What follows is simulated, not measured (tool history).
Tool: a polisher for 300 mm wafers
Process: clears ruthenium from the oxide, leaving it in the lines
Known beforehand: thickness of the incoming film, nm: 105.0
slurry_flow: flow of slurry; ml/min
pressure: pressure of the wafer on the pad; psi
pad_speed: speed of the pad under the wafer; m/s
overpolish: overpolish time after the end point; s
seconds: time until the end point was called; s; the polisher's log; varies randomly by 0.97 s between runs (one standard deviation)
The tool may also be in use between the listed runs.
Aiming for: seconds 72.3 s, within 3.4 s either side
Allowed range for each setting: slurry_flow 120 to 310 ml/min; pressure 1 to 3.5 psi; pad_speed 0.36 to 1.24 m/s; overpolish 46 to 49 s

Run 1, day 0: slurry_flow 200 ml/min, pressure 2.2 psi, pad_speed 0.8 m/s, overpolish 46 s. Result: seconds 111.62 s.
Run 2, day 0.308: slurry_flow 155 ml/min, pressure 2.2 psi, pad_speed 0.8 m/s, overpolish 46 s. Result: seconds 112.52 s.
Run 3, day 0.467: slurry_flow 155 ml/min, pressure 2 psi, pad_speed 0.8 m/s, overpolish 46 s. Result: seconds 123.35 s.
Run 4, day 0.825: slurry_flow 155 ml/min, pressure 2 psi, pad_speed 0.8 m/s, overpolish 49 s. Result: seconds 126.78 s.
Run 5, day 1.146: slurry_flow 155 ml/min, pressure 2.4 psi, pad_speed 0.8 m/s, overpolish 49 s. Result: seconds 104.06 s.
Run 6, day 1.288: slurry_flow 155 ml/min, pressure 2.4 psi, pad_speed 0.92 m/s, overpolish 49 s. Result: seconds 92.68 s.
Run 7, day 1.658: slurry_flow 155 ml/min, pressure 2.6 psi, pad_speed 0.92 m/s, overpolish 49 s. Result: seconds 84.178 s.
At day 1.821: slurry nozzle cleaned.
Run 8, day 1.821: slurry_flow 155 ml/min, pressure 2.7 psi, pad_speed 0.92 m/s, overpolish 49 s. Result: seconds 77.651 s.

Of the 5 settings listed for the next run, only one would bring every result within its allowed miss of target. Which one?
Run A, day 1.983: slurry_flow 160 ml/min, pressure 2.6 psi, pad_speed 0.84 m/s, overpolish 46 s. Result: seconds ?.
Run B, day 1.983: slurry_flow 155 ml/min, pressure 2.4 psi, pad_speed 0.94 m/s, overpolish 47 s. Result: seconds ?.
Run C, day 1.983: slurry_flow 125 ml/min, pressure 2.6 psi, pad_speed 0.96 m/s, overpolish 48 s. Result: seconds ?.
Run D, day 1.983: slurry_flow 170 ml/min, pressure 2.7 psi, pad_speed 0.96 m/s, overpolish 48 s. Result: seconds ?.
Run E, day 1.983: slurry_flow 125 ml/min, pressure 2.6 psi, pad_speed 0.94 m/s, overpolish 49 s. Result: seconds ?.

move  seconds
   A   85.673
   B   84.488
   C   79.199
   D   73.073
   E   80.651
A: moves away from the targets compared with the last run
B: moves away from the targets compared with the last run
C: moves away from the targets compared with the last run
D: in spec on every target
E: moves away from the targets compared with the last run
D meets every target.
